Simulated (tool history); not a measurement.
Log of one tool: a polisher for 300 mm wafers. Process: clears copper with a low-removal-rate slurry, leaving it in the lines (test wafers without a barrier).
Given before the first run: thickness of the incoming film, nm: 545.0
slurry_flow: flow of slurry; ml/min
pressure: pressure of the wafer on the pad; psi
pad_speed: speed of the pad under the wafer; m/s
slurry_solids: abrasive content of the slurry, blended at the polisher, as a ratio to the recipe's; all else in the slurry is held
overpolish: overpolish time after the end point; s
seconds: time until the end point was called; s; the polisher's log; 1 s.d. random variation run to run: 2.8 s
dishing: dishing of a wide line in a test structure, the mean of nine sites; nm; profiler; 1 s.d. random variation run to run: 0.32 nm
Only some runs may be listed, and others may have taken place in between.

| run | hour | slurry_flow | pressure | pad_speed | slurry_solids | overpolish | seconds | dishing |
|---|---|---|---|---|---|---|---|---|
| 1 | 0 | 215 | 3.1 | 1.1 | 1 | 18 | 152.8 | 42.64 |
| 2 | 2.5 | 220 | 2.6 | 1.2 | 1 | 14 | 159.88 | 33.492 |
| 3 | 10.4 | 175 | 2.6 | 1.2 | 1 | 14 | 165.1 | 31.452 |
| 4 | 18.1 | 160 | 2.3 | 1.32 | 0.9 | 11 | 177.59 | 24.392 |
| 5 | 25.8 | 150 | 2.2 | 1.44 | 0.8 | 9 | 174.51 | 20.153 |
| 6 | 29.2 | 150 | 2.2 | 1.44 | 0.6 | 9 | 197.37 | 19.204 |
| 7 | 30.9 | 145 | 2 | 1.52 | 0.7 | 8 | 194.67 | 18.109 |

Expected results for the next run?
| 8 | 35.2 | 140 | 2.1 | 1.58 | 0.65 | 7 | ? | ? |

Run 8 yielded seconds 188.5 s, dishing 16.03 nm.

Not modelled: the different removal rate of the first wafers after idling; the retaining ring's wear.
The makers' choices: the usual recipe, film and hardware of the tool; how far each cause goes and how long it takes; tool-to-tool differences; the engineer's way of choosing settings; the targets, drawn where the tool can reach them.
